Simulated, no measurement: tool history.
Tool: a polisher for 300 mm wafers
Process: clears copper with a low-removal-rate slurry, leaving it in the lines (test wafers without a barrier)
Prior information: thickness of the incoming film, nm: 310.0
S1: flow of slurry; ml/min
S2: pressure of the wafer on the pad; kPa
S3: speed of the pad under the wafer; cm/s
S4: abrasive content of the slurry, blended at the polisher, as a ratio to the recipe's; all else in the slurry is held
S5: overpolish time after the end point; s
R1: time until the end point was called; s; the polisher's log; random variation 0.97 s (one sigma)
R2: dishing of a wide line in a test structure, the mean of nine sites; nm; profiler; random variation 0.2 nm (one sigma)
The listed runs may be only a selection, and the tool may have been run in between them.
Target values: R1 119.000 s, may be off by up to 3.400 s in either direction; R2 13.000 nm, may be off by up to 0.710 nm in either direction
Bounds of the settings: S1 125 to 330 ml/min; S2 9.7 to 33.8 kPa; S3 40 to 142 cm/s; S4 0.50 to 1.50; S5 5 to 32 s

run	hour	S1	S2	S3	S4	S5	R1	R2
1	0.0	210	21.4	90	1.00	16	126.910	18.308
2	3.1	210	25.5	90	1.00	16	107.040	19.553
3	12.2	210	24.8	90	1.00	14	110.450	18.158
4	20.1	210	24.8	90	1.00	12	109.510	16.738
5	28.6	210	24.8	90	1.00	17	110.500	21.007
6	33.2	210	24.8	110	1.00	17	90.930	22.202
7	36.8	210	23.4	110	1.00	15	96.453	19.990
8	45.5	205	17.9	110	1.00	7	124.600	10.056
9	46.4	210	17.9	110	1.00	8	126.500	11.376
10	48.2	210	17.9	110	1.00	8	123.030	11.549
11	55.4	215	17.9	110	1.00	8	125.250	11.285
12	60.5	220	17.9	110	1.00	8	123.300	11.458
13	61.6	245	18.6	110	1.00	11	119.220	14.939
14	67.7	235	18.6	110	1.00	11	119.210	14.987
15	69.0	230	18.6	110	1.00	11	119.900	14.705
16	73.3	225	18.6	110	1.00	11	119.510	14.867
17	76.0	220	18.6	110	1.00	11	120.130	14.827
18	82.5	215	18.6	110	1.00	11	119.500	14.812
19	88.2	215	18.6	110	1.00	7	120.810	10.716
20	93.9	225	18.6	110	1.00	7	119.730	10.966
21	100.5	235	18.6	110	1.00	7	119.470	10.345
22	106.4	230	18.6	110	1.00	8	119.870	11.763

Which of these 5 next moves meets every target?
A	112.3	225	16.5	116	1.10	10	?	?
B	112.3	300	19.3	116	0.95	10	?	?
C	112.3	260	19.3	104	1.30	7	?	?
D	112.3	245	20.7	122	0.70	7	?	?
E	112.3	235	17.9	112	1.05	9	?	?

move	R1	R2
A	124.090	13.327
B	109.630	14.583
C	111.360	11.131
D	110.470	11.215
E	120.090	12.677
A: gets the furthest-off result to its target, but another result is out of tolerance
B: carries the result that was furthest off beyond its target, to the other side
C: the biggest miss grows against the last run
D: the biggest miss grows against the last run
E: hits every target within its allowed miss
Answer: E
